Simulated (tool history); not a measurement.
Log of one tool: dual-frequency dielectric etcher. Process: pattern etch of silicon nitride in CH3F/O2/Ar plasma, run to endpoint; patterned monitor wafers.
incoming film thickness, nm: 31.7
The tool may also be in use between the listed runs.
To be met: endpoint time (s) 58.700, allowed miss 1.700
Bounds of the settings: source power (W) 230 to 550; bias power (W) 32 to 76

Run 1, hour 0.0: source power (W) 390, bias power (W) 54. Result: endpoint time (s) 48.490.
Run 2, hour 3.2: source power (W) 420, bias power (W) 54. Result: endpoint time (s) 46.872.
Run 3, hour 11.5: source power (W) 440, bias power (W) 54. Result: endpoint time (s) 45.502.
Run 4, hour 13.9: source power (W) 420, bias power (W) 53. Result: endpoint time (s) 46.897.
Run 5, hour 15.0: source power (W) 420, bias power (W) 60. Result: endpoint time (s) 44.868.
At hour 22.0: wet clean of the chamber.
Run 6, hour 22.0: source power (W) 370, bias power (W) 60. Result: endpoint time (s) 50.819.
Run 7, hour 27.9: source power (W) 360, bias power (W) 60. Result: endpoint time (s) 50.991.
Run 8, hour 34.0: source power (W) 350, bias power (W) 60. Result: endpoint time (s) 51.793.
Run 9, hour 40.2: source power (W) 270, bias power (W) 55. Result: endpoint time (s) 65.008.
Run 10, hour 42.8: source power (W) 280, bias power (W) 55. Result: endpoint time (s) 62.706.

Which of these 4 next moves meets every target?
Run A, hour 45.4: source power (W) 300, bias power (W) 57. Result: endpoint time (s) ?.
Run B, hour 45.4: source power (W) 260, bias power (W) 52. Result: endpoint time (s) ?.
Run C, hour 45.4: source power (W) 270, bias power (W) 52. Result: endpoint time (s) ?.
Run D, hour 45.4: source power (W) 270, bias power (W) 47. Result: endpoint time (s) ?.

move  endpoint time (s)
   A             60.088
   B             69.215
   C             67.026
   D             68.953
A: meets every target
B: further off than the last run
C: further off than the last run
D: further off than the last run
Answer: A

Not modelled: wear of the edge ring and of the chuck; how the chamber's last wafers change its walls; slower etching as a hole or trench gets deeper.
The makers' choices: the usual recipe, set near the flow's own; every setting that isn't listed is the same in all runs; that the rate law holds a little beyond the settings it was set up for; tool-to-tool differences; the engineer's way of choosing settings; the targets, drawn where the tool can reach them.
